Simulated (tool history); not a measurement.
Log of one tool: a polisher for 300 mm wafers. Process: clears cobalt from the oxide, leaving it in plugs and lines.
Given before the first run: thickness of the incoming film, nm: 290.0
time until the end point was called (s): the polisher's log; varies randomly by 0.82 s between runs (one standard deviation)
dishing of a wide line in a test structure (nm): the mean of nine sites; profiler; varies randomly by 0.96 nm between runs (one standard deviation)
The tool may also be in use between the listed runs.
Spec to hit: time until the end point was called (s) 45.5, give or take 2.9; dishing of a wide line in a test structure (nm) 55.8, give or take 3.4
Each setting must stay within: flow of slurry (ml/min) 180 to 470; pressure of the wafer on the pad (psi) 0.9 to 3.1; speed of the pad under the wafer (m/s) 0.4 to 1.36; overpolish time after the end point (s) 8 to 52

run  hour  flow of slurry (ml/min)  pressure of the wafer on the pad (psi)  speed of the pad under the wafer (m/s)  overpolish time after the end point (s)  time until the end point was called (s)  dishing of a wide line in a test structure (nm)
  1     0                      300                                       2                                    0.88                                       26                                   78.671                                           54.991
  2   6.3                      300                                     2.2                                     0.9                                       23                                   73.582                                            52.88
  3   7.4                      300                                     2.2                                     0.9                                       34                                   72.837                                           62.802
  4  14.9                      300                                     2.4                                    0.94                                       29                                   67.717                                           61.046
  5  22.9                      305                                     2.6                                       1                                       24                                   60.052                                           58.604
  6  24.8                      305                                     2.7                                    1.04                                       21                                   54.557                                           58.458
  7  28.1                      305                                     2.8                                    1.06                                       19                                   54.204                                           55.094
  8  33.5                      305                                     2.9                                    1.08                                       18                                   51.899                                           54.633
  9  37.4                      305                                     2.9                                    1.08                                       18                                   52.257                                           55.917
 10  40.4                      305                                     2.9                                     1.1                                       17                                   51.202                                           55.391
 11  48.2                      305                                     2.9                                    1.12                                       16                                   48.876                                           53.811

Consider the 4 candidate settings below. Which is the only one whose results all fall within their allowed miss of target?
  A    56                      320                                     3.1                                       1                                       18                                        ?                                                ?
  B    56                      300                                       3                                    1.04                                       19                                        ?                                                ?
  C    56                      320                                       3                                    1.18                                       16                                        ?                                                ?
  D    56                      285                                     3.1                                    1.18                                       21                                        ?                                                ?

move  time until the end point was called (s)  dishing of a wide line in a test structure (nm)
   A                                   52.296                                           54.086
   B                                   51.829                                           55.664
   C                                   45.538                                           54.563
   D                                   45.007                                            61.19
A: lands further from the targets than the last run did
B: lands further from the targets than the last run did
C: in spec on every target
D: meets the target for the result that was furthest off, but another lies outside its allowed miss
The move that meets every target is C.
